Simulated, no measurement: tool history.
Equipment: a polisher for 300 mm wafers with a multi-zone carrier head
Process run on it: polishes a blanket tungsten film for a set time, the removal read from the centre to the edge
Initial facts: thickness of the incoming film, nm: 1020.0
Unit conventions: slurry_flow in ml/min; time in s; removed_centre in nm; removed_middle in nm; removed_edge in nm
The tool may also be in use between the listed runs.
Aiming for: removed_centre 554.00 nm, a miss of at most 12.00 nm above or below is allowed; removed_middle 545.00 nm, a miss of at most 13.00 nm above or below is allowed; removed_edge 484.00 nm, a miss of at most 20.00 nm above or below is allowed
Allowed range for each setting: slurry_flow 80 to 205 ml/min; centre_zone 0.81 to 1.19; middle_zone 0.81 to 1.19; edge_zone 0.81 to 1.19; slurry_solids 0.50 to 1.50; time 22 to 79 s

Run 1, day 0.000: slurry_flow 135 ml/min, centre_zone 1.00, middle_zone 1.00, edge_zone 1.00, slurry_solids 1.00, time 50 s. Result: removed_centre 386.40 nm, removed_middle 369.23 nm, removed_edge 368.51 nm.
Run 2, day 0.179: slurry_flow 145 ml/min, centre_zone 1.02, middle_zone 1.03, edge_zone 1.02, slurry_solids 1.10, time 50 s. Result: removed_centre 412.88 nm, removed_middle 398.39 nm, removed_edge 390.89 nm.
Run 3, day 0.346: slurry_flow 145 ml/min, centre_zone 1.02, middle_zone 1.03, edge_zone 1.02, slurry_solids 1.15, time 50 s. Result: removed_centre 418.56 nm, removed_middle 405.32 nm, removed_edge 393.35 nm.
Run 4, day 0.429: slurry_flow 155 ml/min, centre_zone 1.04, middle_zone 1.06, edge_zone 1.04, slurry_solids 1.20, time 50 s. Result: removed_centre 439.87 nm, removed_middle 424.04 nm, removed_edge 406.99 nm.
Run 5, day 0.750: slurry_flow 170 ml/min, centre_zone 1.04, middle_zone 1.06, edge_zone 1.04, slurry_solids 1.20, time 50 s. Result: removed_centre 443.36 nm, removed_middle 424.30 nm, removed_edge 408.07 nm.
At day 0.917: edge zone pressure recalibrated.
Run 6, day 0.917: slurry_flow 170 ml/min, centre_zone 1.04, middle_zone 0.99, edge_zone 1.04, slurry_solids 1.20, time 50 s. Result: removed_centre 444.92 nm, removed_middle 405.92 nm, removed_edge 428.16 nm.
Run 7, day 0.983: slurry_flow 170 ml/min, centre_zone 1.04, middle_zone 0.99, edge_zone 1.04, slurry_solids 1.20, time 50 s. Result: removed_centre 446.51 nm, removed_middle 406.81 nm, removed_edge 424.42 nm.
Run 8, day 1.012: slurry_flow 175 ml/min, centre_zone 1.05, middle_zone 1.02, edge_zone 1.05, slurry_solids 1.25, time 51 s. Result: removed_centre 466.29 nm, removed_middle 432.17 nm, removed_edge 443.22 nm.

Which one of the following 5 next-run settings gets every result inside its allowed miss? There is exactly one.
Run A, day 1.042: slurry_flow 195 ml/min, centre_zone 0.92, middle_zone 0.97, edge_zone 1.18, slurry_solids 1.25, time 44 s. Result: removed_centre ?, removed_middle ?, removed_edge ?.
Run B, day 1.042: slurry_flow 155 ml/min, centre_zone 0.94, middle_zone 1.08, edge_zone 0.97, slurry_solids 1.30, time 55 s. Result: removed_centre ?, removed_middle ?, removed_edge ?.
Run C, day 1.042: slurry_flow 155 ml/min, centre_zone 0.88, middle_zone 0.94, edge_zone 1.06, slurry_solids 1.35, time 47 s. Result: removed_centre ?, removed_middle ?, removed_edge ?.
Run D, day 1.042: slurry_flow 150 ml/min, centre_zone 0.81, middle_zone 1.19, edge_zone 1.05, slurry_solids 1.50, time 54 s. Result: removed_centre ?, removed_middle ?, removed_edge ?.
Run E, day 1.042: slurry_flow 185 ml/min, centre_zone 1.12, middle_zone 1.18, edge_zone 1.02, slurry_solids 1.25, time 56 s. Result: removed_centre ?, removed_middle ?, removed_edge ?.

move  removed_centre  removed_middle  removed_edge
   A          356.14          366.37        409.71
   B          444.15          491.41        458.35
   C          359.19          378.16        414.82
   D          391.10          546.82        487.32
   E          548.96          546.66        480.49
A: misses by more than the last run did
B: misses by more than the last run did
C: misses by more than the last run did
D: gets the furthest-off result to its target, but another result is out of tolerance
E: each result inside its tolerance
E meets every target.

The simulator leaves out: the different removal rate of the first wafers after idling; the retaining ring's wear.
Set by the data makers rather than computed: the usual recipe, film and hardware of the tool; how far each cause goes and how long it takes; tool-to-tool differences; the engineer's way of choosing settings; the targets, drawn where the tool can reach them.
